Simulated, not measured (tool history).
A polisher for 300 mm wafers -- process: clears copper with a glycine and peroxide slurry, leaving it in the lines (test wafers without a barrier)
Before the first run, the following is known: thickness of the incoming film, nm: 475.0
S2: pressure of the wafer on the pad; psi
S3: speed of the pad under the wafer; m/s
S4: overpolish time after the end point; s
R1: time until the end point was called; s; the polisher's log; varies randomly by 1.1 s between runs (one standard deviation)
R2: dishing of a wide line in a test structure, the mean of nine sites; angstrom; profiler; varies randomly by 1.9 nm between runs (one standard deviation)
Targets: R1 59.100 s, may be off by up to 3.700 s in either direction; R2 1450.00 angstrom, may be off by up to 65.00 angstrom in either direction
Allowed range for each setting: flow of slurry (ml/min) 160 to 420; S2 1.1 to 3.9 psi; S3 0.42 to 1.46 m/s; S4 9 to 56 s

{"run": 1, "hour": 0.0, "flow of slurry (ml/min)": 270, "S2": 2.5, "S3": 0.94, "S4": 29, "R1": 83.772, "R2": 917.97}
{"run": 2, "hour": 7.7, "flow of slurry (ml/min)": 270, "S2": 2.7, "S3": 0.94, "S4": 29, "R1": 81.863, "R2": 945.81}
{"run": 3, "hour": 16.2, "flow of slurry (ml/min)": 270, "S2": 2.9, "S3": 0.96, "S4": 30, "R1": 74.836, "R2": 1026.7}
{"run": 4, "hour": 20.0, "flow of slurry (ml/min)": 270, "S2": 3.0, "S3": 0.96, "S4": 31, "R1": 75.785, "R2": 1048.0}
{"run": 5, "hour": 26.2, "flow of slurry (ml/min)": 270, "S2": 3.1, "S3": 0.98, "S4": 32, "R1": 71.908, "R2": 1071.8}
{"run": 6, "hour": 33.3, "flow of slurry (ml/min)": 270, "S2": 3.2, "S3": 1.0, "S4": 34, "R1": 69.159, "R2": 1141.0}
{"run": 7, "hour": 35.0, "flow of slurry (ml/min)": 270, "S2": 3.2, "S3": 1.0, "S4": 34, "R1": 69.253, "R2": 1138.0}
{"run": 8, "hour": 39.2, "flow of slurry (ml/min)": 270, "S2": 3.3, "S3": 1.0, "S4": 35, "R1": 67.36, "R2": 1150.6}

Exercise: of the 5 proposed moves below, exactly one satisfies all targets within the stated allowed misses. Which move is it?
{"run": "A", "hour": 43.4, "flow of slurry (ml/min)": 285, "S2": 3.2, "S3": 0.86, "S4": 27, "R1": "?", "R2": "?"}
{"run": "B", "hour": 43.4, "flow of slurry (ml/min)": 310, "S2": 3.5, "S3": 0.88, "S4": 48, "R1": "?", "R2": "?"}
{"run": "C", "hour": 43.4, "flow of slurry (ml/min)": 260, "S2": 3.7, "S3": 1.1, "S4": 36, "R1": "?", "R2": "?"}
{"run": "D", "hour": 43.4, "flow of slurry (ml/min)": 230, "S2": 3.9, "S3": 1.04, "S4": 46, "R1": "?", "R2": "?"}
{"run": "E", "hour": 43.4, "flow of slurry (ml/min)": 260, "S2": 3.9, "S3": 0.8, "S4": 56, "R1": "?", "R2": "?"}

move=A R1=75.540 R2=947.46
move=B R1=69.772 R2=1364.80
move=C R1=58.933 R2=1280.30
move=D R1=59.740 R2=1424.10
move=E R1=69.938 R2=1471.50
A: the biggest miss grows against the last run
B: nearer than the last run, and not there yet
C: nearer than the last run, and not there yet
D: each result inside its tolerance
E: brings the last run's worst result on target, with another outside its allowed miss
So the answer is move D, the one that meets all the targets.
